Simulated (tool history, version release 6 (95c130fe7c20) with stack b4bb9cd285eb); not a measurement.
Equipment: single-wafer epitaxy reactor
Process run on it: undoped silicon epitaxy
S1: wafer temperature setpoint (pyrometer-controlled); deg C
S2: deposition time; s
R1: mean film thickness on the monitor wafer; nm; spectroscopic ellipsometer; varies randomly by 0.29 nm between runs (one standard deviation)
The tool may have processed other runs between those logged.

run 1 hour=0.0 | S1=670 S2=267 | R1=68.707
run 2 hour=6.4 | S1=674 S2=272 | R1=76.923
run 3 hour=14.7 | S1=674 S2=286 | R1=81.137
run 4 hour=22.2 | S1=674 S2=307 | R1=86.602
run 5 hour=27.2 | S1=665 S2=307 | R1=69.859
run 6 hour=29.5 | S1=669 S2=307 | R1=77.074

Expected results for the next run?
run 7 hour=37.0 | S1=672 S2=307 | R1=?

{"run 7": {"R1": 82.911}}

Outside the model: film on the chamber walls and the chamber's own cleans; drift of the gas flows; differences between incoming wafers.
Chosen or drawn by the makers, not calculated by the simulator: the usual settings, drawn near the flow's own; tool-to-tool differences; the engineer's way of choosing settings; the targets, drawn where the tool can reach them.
